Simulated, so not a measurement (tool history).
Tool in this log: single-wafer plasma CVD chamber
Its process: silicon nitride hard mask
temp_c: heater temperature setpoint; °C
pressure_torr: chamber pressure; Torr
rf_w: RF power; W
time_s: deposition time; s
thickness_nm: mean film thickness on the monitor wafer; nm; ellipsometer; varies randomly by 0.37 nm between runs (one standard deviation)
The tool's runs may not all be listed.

| run | day | temp_c | pressure_torr | rf_w | time_s | thickness_nm |
|---|---|---|---|---|---|---|
| 1 | 0 | 375 | 1.11 | 290 | 54.8 | 52.612 |
| 2 | 0.2 | 375 | 1.11 | 255 | 54.8 | 47.121 |
| 3 | 0.296 | 375 | 1.2 | 275 | 55 | 52.396 |
| 4 | 0.546 | 375 | 1.2 | 300 | 55 | 55.928 |
| 5 | 0.642 | 375 | 1.28 | 305 | 55.1 | 58.578 |
| 6 | 0.929 | 375 | 1.28 | 290 | 55.1 | 55.631 |
| 7 | 1.079 | 375 | 1.33 | 300 | 55.2 | 59.145 |
| 8 | 1.304 | 375 | 1.38 | 305 | 55.2 | 60.958 |

What does the tool deliver on the next run?
| 9 | 1.592 | 375 | 1.42 | 310 | 55.2 | ? |

thickness_nm: 60.984 nm

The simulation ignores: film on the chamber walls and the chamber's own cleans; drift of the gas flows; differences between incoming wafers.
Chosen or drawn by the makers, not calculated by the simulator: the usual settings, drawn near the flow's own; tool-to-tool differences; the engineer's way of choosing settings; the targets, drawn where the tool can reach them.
